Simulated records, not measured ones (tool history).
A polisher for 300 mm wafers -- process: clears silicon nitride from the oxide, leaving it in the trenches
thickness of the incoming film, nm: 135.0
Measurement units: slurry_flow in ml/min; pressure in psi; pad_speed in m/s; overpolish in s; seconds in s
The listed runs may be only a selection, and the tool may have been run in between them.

run    day  slurry_flow  pressure  pad_speed  overpolish  seconds
  1      0          165       2.7       1.08           8   157.73
  2  0.225          160       2.4       1.08           8   177.53
  3  0.388          200       2.4       1.08           8   172.79
  4  0.608          195       2.1       1.08           8   198.52
  5  0.633          195       2.1       1.08           7   200.67
  6  0.704          195       1.9       1.08           7   218.15
  7  0.917          190       1.8       1.08           7   231.22

Run 8, settings as shown, results not yet in. Your forecast:
  8  1.292          185       1.7       1.08           7        ?

{"run 8": {"seconds": 240.48}}
